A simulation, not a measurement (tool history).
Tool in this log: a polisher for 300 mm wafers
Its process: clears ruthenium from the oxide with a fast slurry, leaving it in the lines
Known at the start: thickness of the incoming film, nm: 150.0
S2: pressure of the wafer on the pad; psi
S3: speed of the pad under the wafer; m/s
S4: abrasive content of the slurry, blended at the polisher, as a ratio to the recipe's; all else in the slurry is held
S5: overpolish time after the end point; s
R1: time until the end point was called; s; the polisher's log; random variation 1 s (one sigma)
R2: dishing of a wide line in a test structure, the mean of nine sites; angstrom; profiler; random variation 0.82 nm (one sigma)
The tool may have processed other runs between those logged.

Run 1, hour 0: flow of slurry (ml/min) 170, S2 1.7 psi, S3 0.78 m/s, S4 1, S5 28 s. Result: R1 67.872 s, R2 533.54 angstrom.
Run 2, hour 3.4: flow of slurry (ml/min) 135, S2 1.7 psi, S3 0.78 m/s, S4 1, S5 28 s. Result: R1 68.823 s, R2 523.13 angstrom.
Run 3, hour 9.5: flow of slurry (ml/min) 135, S2 1.7 psi, S3 0.66 m/s, S4 1, S5 28 s. Result: R1 79.017 s, R2 453 angstrom.
Run 4, hour 17.9: flow of slurry (ml/min) 135, S2 1.7 psi, S3 0.66 m/s, S4 1, S5 18 s. Result: R1 80.188 s, R2 292.6 angstrom.
Run 5, hour 23.2: flow of slurry (ml/min) 135, S2 1.6 psi, S3 0.66 m/s, S4 1, S5 20 s. Result: R1 85.337 s, R2 309.62 angstrom.
Run 6, hour 27.9: flow of slurry (ml/min) 135, S2 1.5 psi, S3 0.66 m/s, S4 1, S5 21 s. Result: R1 88.336 s, R2 301.63 angstrom.
Run 7, hour 36.9: flow of slurry (ml/min) 135, S2 1.5 psi, S3 0.66 m/s, S4 1, S5 22 s. Result: R1 90.595 s, R2 315.14 angstrom.
Run 8, hour 41: flow of slurry (ml/min) 135, S2 1.5 psi, S3 0.66 m/s, S4 1, S5 23 s. Result: R1 89.929 s, R2 327.44 angstrom.

What does the tool deliver on the next run?
Run 9, hour 46.4: flow of slurry (ml/min) 135, S2 1.5 psi, S3 0.66 m/s, S4 1, S5 24 s. Result: R1 ?, R2 ?.

{"run 9": {"R1": 89.633, "R2": 350.26}}
